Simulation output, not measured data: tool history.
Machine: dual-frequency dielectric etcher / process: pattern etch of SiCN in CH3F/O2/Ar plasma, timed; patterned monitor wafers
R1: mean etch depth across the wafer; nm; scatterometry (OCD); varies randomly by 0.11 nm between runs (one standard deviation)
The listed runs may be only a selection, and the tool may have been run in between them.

Run 1, day 0.000: source power (W) 280, bias power (W) 59, etch time (s) 51.5. Result: R1 15.691 nm.
Run 2, day 0.175: source power (W) 240, bias power (W) 59, etch time (s) 51.5. Result: R1 14.501 nm.
Run 3, day 0.354: source power (W) 240, bias power (W) 49, etch time (s) 51.5. Result: R1 13.259 nm.
Run 4, day 0.654: source power (W) 240, bias power (W) 49, etch time (s) 51.5. Result: R1 13.106 nm.
Run 5, day 0.679: source power (W) 270, bias power (W) 50, etch time (s) 51.5. Result: R1 14.011 nm.
Run 6, day 0.758: source power (W) 270, bias power (W) 54, etch time (s) 51.5. Result: R1 14.683 nm.

Predict the results of run 7:
Run 7, day 1.017: source power (W) 270, bias power (W) 54, etch time (s) 51.5. Result: R1 ?.

R1: 14.687 nm
